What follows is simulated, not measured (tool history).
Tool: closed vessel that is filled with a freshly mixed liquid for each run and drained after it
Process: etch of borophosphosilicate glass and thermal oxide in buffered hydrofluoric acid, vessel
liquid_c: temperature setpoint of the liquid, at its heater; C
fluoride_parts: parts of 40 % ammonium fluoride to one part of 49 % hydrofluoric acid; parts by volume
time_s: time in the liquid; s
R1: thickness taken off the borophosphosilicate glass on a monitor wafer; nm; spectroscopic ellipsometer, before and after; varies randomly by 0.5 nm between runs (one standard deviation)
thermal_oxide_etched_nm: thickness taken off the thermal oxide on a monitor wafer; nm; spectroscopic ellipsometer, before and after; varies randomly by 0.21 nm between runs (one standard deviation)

run 1 day=0 | liquid_c=23 fluoride_parts=17.5 time_s=60 | R1=65.958 thermal_oxide_etched_nm=37.16
run 2 day=0.258 | liquid_c=24 fluoride_parts=17.5 time_s=60 | R1=69.537 thermal_oxide_etched_nm=39.002
run 3 day=0.342 | liquid_c=24 fluoride_parts=17.5 time_s=70 | R1=81.701 thermal_oxide_etched_nm=45.822
run 4 day=0.442 | liquid_c=24 fluoride_parts=21 time_s=70 | R1=68.689 thermal_oxide_etched_nm=38.634
run 5 day=0.496 | liquid_c=25 fluoride_parts=21 time_s=70 | R1=72.29 thermal_oxide_etched_nm=41.199
run 6 day=0.633 | liquid_c=25.5 fluoride_parts=21 time_s=70 | R1=74.317 thermal_oxide_etched_nm=42.062
run 7 day=0.838 | liquid_c=26 fluoride_parts=21 time_s=70 | R1=75.899 thermal_oxide_etched_nm=43.062

Run 8 comes next. What will it give?
run 8 day=1.092 | liquid_c=26.5 fluoride_parts=21 time_s=70 | R1=? thermal_oxide_etched_nm=?

{"run 8": {"R1": 78.179, "thermal_oxide_etched_nm": 44.367}}
